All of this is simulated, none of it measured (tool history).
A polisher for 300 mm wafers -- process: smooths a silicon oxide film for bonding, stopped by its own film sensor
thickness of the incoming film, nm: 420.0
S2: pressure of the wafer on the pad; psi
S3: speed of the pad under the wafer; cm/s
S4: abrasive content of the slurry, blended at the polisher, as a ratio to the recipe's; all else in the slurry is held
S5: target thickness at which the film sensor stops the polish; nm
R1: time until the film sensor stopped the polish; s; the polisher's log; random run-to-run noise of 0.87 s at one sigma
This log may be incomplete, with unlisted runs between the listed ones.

{"run": 1, "day": 0.0, "flow of slurry (ml/min)": 215, "S2": 2.0, "S3": 98, "S4": 1.0, "S5": 348, "R1": 111.55}
{"run": 2, "day": 0.262, "flow of slurry (ml/min)": 215, "S2": 2.0, "S3": 98, "S4": 1.1, "S5": 348, "R1": 107.23}
{"run": 3, "day": 0.392, "flow of slurry (ml/min)": 215, "S2": 2.1, "S3": 98, "S4": 1.1, "S5": 348, "R1": 99.623}
{"run": 4, "day": 0.654, "flow of slurry (ml/min)": 190, "S2": 2.1, "S3": 98, "S4": 1.1, "S5": 348, "R1": 104.5}
{"run": 5, "day": 0.692, "flow of slurry (ml/min)": 190, "S2": 2.1, "S3": 80, "S4": 1.1, "S5": 348, "R1": 117.0}
{"run": 6, "day": 0.938, "flow of slurry (ml/min)": 200, "S2": 2.2, "S3": 80, "S4": 1.1, "S5": 348, "R1": 112.37}

The next listed run, before its measurement:
{"run": 7, "day": 1.029, "flow of slurry (ml/min)": 205, "S2": 2.3, "S3": 80, "S4": 1.1, "S5": 348, "R1": "?"}

Run 7 gave R1 108.100 s.
